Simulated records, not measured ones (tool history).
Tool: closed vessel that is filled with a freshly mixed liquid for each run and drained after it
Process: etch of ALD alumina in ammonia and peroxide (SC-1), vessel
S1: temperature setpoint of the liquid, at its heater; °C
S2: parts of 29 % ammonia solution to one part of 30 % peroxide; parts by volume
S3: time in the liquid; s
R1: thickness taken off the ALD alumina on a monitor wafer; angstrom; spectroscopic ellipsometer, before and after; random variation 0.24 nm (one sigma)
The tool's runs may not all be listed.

{"run": 1, "hour": 0.0, "S1": 60, "S2": 0.5, "S3": 285, "R1": 220.98}
{"run": 2, "hour": 8.6, "S1": 61.5, "S2": 0.5, "S3": 285, "R1": 235.88}
{"run": 3, "hour": 14.7, "S1": 63, "S2": 0.5, "S3": 285, "R1": 254.67}
{"run": 4, "hour": 23.4, "S1": 64, "S2": 0.5, "S3": 285, "R1": 264.76}
{"run": 5, "hour": 26.0, "S1": 57.5, "S2": 0.5, "S3": 285, "R1": 194.7}
{"run": 6, "hour": 28.8, "S1": 53.5, "S2": 0.5, "S3": 285, "R1": 156.65}
{"run": 7, "hour": 30.9, "S1": 57, "S2": 0.5, "S3": 285, "R1": 188.42}
{"run": 8, "hour": 34.6, "S1": 59.5, "S2": 0.5, "S3": 285, "R1": 214.08}

The next listed run, before its measurement:
{"run": 9, "hour": 40.9, "S1": 67.5, "S2": 0.5, "S3": 285, "R1": "?"}

Run 9 gave R1 319.02 angstrom.
